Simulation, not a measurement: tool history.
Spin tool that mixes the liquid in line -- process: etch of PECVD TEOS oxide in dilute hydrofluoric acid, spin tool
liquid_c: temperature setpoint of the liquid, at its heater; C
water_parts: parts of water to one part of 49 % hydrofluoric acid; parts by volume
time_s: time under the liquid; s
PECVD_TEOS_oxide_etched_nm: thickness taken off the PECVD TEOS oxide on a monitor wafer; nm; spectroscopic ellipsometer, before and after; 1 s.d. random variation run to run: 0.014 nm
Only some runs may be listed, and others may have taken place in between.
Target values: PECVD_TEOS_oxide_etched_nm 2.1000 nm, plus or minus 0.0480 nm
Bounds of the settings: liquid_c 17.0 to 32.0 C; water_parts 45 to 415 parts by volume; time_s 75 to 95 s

run,day,liquid_c,water_parts,time_s,PECVD_TEOS_oxide_etched_nm
1,0.000,24.0,230,95,3.9039
2,0.058,23.5,235,95,3.7103
3,0.167,23.5,235,75,2.9715
4,0.258,23.0,235,75,2.9256
5,0.308,20.0,235,75,2.6130
6,0.379,20.0,155,75,4.2514
7,0.450,19.5,165,75,3.9081
8,0.658,19.0,175,75,3.5452
9,0.954,17.0,265,75,2.0032
10,1.054,17.5,265,75,2.0459

4 candidate next runs follow, results not yet known. Just one meets every target within its allowed miss. Identify it.
A,1.154,20.5,300,75,?
B,1.154,17.5,330,95,?
C,1.154,17.0,310,95,?
D,1.154,18.5,320,90,?

move,PECVD_TEOS_oxide_etched_nm
A,1.9491
B,1.9592
C,2.0811
D,2.0028
A: lands further from the targets than the last run did
B: lands further from the targets than the last run did
C: every result within its allowed miss
D: lands further from the targets than the last run did
Answer: C
